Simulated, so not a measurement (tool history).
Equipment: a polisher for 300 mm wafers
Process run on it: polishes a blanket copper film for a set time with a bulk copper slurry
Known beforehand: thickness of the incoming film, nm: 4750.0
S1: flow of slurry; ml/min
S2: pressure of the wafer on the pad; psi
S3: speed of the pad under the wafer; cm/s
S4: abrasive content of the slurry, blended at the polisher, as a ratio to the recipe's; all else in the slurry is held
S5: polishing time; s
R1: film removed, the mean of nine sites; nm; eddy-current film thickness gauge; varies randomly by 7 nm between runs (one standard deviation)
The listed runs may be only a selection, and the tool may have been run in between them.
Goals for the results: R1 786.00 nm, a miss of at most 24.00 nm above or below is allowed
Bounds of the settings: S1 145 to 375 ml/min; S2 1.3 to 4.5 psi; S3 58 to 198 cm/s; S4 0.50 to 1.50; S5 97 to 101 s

run 1 hour=0.0 | S1=240 S2=2.9 S3=128 S4=1.00 S5=97 | R1=1252.10
run 2 hour=4.0 | S1=240 S2=2.9 S3=146 S4=1.00 S5=97 | R1=1432.80
run 3 hour=9.8 | S1=240 S2=2.9 S3=146 S4=1.00 S5=101 | R1=1468.80
run 4 hour=10.7 | S1=240 S2=2.3 S3=146 S4=1.00 S5=101 | R1=1218.50
run 5 hour=16.1 | S1=240 S2=2.3 S3=146 S4=1.00 S5=97 | R1=1172.20
run 6 hour=16.7 | S1=240 S2=2.3 S3=146 S4=0.80 S5=97 | R1=1145.80
run 7 hour=17.7 | S1=240 S2=2.1 S3=144 S4=0.80 S5=97 | R1=1030.70
run 8 hour=19.6 | S1=240 S2=2.0 S3=144 S4=0.80 S5=97 | R1=1000.20
run 9 hour=23.9 | S1=240 S2=1.9 S3=144 S4=0.80 S5=97 | R1=961.51
run 10 hour=26.9 | S1=240 S2=1.8 S3=144 S4=0.80 S5=97 | R1=922.02
run 11 hour=35.8 | S1=240 S2=1.7 S3=144 S4=0.80 S5=97 | R1=890.14
run 12 hour=39.6 | S1=240 S2=1.6 S3=144 S4=0.80 S5=97 | R1=838.75

Which one of the following 5 next-run settings gets every result inside its allowed miss? There is exactly one.
run A hour=43.4 | S1=145 S2=2.2 S3=112 S4=0.90 S5=97 | R1=?
run B hour=43.4 | S1=230 S2=1.7 S3=142 S4=0.65 S5=101 | R1=?
run C hour=43.4 | S1=245 S2=1.7 S3=144 S4=0.85 S5=101 | R1=?
run D hour=43.4 | S1=265 S2=1.6 S3=152 S4=0.80 S5=97 | R1=?
run E hour=43.4 | S1=275 S2=2.1 S3=124 S4=0.50 S5=97 | R1=?

move=A R1=795.05
move=B R1=881.59
move=C R1=936.11
move=D R1=905.87
move=E R1=861.78
A: meets every target
B: lands further from the targets than the last run did
C: lands further from the targets than the last run did
D: lands further from the targets than the last run did
E: lands further from the targets than the last run did
The right move is A.
